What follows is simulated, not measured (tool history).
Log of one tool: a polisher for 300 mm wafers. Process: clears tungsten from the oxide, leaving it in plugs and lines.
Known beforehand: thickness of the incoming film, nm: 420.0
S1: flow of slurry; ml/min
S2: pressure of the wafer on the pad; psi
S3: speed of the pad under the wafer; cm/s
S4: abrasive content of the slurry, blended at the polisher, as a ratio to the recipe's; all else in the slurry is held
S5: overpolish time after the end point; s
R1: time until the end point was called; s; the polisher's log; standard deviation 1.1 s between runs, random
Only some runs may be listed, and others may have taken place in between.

| run | hour | S1 | S2 | S3 | S4 | S5 | R1 |
|---|---|---|---|---|---|---|---|
| 1 | 0 | 180 | 3.7 | 110 | 1 | 29 | 104.14 |
| 2 | 3.9 | 180 | 3.2 | 110 | 1 | 29 | 125.64 |
| 3 | 12.6 | 180 | 3.4 | 110 | 1 | 29 | 113.19 |
| 4 | 17.3 | 180 | 3.4 | 110 | 0.8 | 29 | 122.72 |
| 5 | 21.3 | 180 | 3.4 | 122 | 0.8 | 29 | 114.7 |
| 6 | 24.9 | 180 | 3.4 | 122 | 0.8 | 29 | 112.73 |

The next listed run, before its measurement:
| 7 | 33.4 | 180 | 3.6 | 122 | 0.8 | 29 | ? |

{"run 7": {"R1": 104.9}}
